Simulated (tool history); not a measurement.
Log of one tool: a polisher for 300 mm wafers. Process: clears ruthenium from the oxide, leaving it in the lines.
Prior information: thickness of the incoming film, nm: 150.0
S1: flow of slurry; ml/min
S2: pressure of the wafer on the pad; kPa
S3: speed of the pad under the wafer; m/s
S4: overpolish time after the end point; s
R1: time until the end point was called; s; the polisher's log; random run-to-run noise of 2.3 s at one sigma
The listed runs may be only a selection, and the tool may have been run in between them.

run,hour,S1,S2,S3,S4,R1
1,0.0,240,11.7,1.00,23,163.07
2,5.2,240,10.3,1.00,23,176.88
3,10.8,240,9.7,1.00,23,188.63
4,14.9,240,9.7,0.90,23,206.03
5,22.0,240,9.7,1.10,23,169.12
6,25.4,240,8.3,1.10,23,189.95
7,33.5,240,7.6,1.10,23,198.12

Expected results for the next run?
8,40.5,240,6.9,1.10,23,?

{"run 8": {"R1": 210.89}}
